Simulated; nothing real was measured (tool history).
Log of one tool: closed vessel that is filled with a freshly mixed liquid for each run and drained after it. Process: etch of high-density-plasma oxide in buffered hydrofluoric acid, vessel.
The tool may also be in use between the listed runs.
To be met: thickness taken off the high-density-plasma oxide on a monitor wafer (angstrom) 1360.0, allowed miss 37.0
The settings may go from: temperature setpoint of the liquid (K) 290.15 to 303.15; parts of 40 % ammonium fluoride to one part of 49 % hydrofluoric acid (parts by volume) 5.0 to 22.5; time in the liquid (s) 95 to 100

run	day	temperature setpoint of the liquid (K)	parts of 40 % ammonium fluoride to one part of 49 % hydrofluoric acid (parts by volume)	time in the liquid (s)	thickness taken off the high-density-plasma oxide on a monitor wafer (angstrom)
1	0.000	295.15	13.5	95	1538.0
2	0.350	295.15	13.5	95	1529.3
3	0.662	294.15	13.5	95	1459.9
4	0.792	294.15	16.5	95	1209.1
5	0.817	294.65	16.5	95	1223.8
6	0.892	294.65	20.0	95	1028.0
# day 1.262: thermometer replaced
7	1.262	295.15	20.0	95	1125.0
8	1.462	295.15	20.0	95	1129.4
9	1.612	295.65	20.0	95	1161.5
10	1.808	296.65	20.0	95	1216.2
11	1.842	299.15	20.0	95	1411.3

Which of these 5 next moves meets every target?
A	1.875	299.65	20.0	95	?
B	1.875	299.65	21.0	100	?
C	1.875	298.15	19.5	100	?
D	1.875	301.65	22.0	95	?
E	1.875	297.65	19.0	95	?

move	thickness taken off the high-density-plasma oxide on a monitor wafer (angstrom)
A	1443.7
B	1469.7
C	1436.6
D	1505.5
E	1362.6
A: further off than the last run
B: further off than the last run
C: further off than the last run
D: further off than the last run
E: meets every target
Move E is the one to make.
